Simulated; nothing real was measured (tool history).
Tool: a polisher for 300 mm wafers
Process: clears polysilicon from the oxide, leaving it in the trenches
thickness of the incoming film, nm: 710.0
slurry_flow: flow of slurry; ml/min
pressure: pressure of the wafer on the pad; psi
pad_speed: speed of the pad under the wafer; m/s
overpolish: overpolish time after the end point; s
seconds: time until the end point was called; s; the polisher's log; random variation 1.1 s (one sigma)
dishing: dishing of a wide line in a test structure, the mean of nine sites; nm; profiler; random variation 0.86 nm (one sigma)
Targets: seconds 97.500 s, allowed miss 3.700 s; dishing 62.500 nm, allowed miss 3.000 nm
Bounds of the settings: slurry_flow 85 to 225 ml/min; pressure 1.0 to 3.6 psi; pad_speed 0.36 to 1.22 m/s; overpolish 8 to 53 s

run,hour,slurry_flow,pressure,pad_speed,overpolish,seconds,dishing
1,0.0,145,2.3,0.78,27,71.277,70.976
2,7.1,145,1.9,0.78,27,81.361,69.554
3,10.2,145,1.8,0.78,23,85.818,66.382
4,16.6,145,1.7,0.78,22,91.577,64.323
5,19.0,145,1.7,0.78,14,91.011,56.781
6,25.1,145,1.7,0.78,15,89.608,56.898
7,27.3,145,1.7,0.78,15,92.490,58.276
8,29.0,145,1.7,0.78,16,90.810,58.515
9,32.5,145,1.7,0.78,17,89.257,60.068
10,34.3,145,1.7,0.78,18,91.969,63.949

4 next moves are on the table. One of them brings every result within its allowed miss. Which?
A,36.1,160,1.7,0.64,24,?,?
B,36.1,165,1.6,0.74,21,?,?
C,36.1,130,1.7,0.84,18,?,?
D,36.1,115,1.5,0.76,42,?,?

move,seconds,dishing
A,105.960,64.453
B,96.300,63.777
C,84.006,63.454
D,104.450,70.884
A: takes the result that was furthest off past its target
B: meets every target
C: further off than the last run
D: takes the result that was furthest off past its target
Answer: B
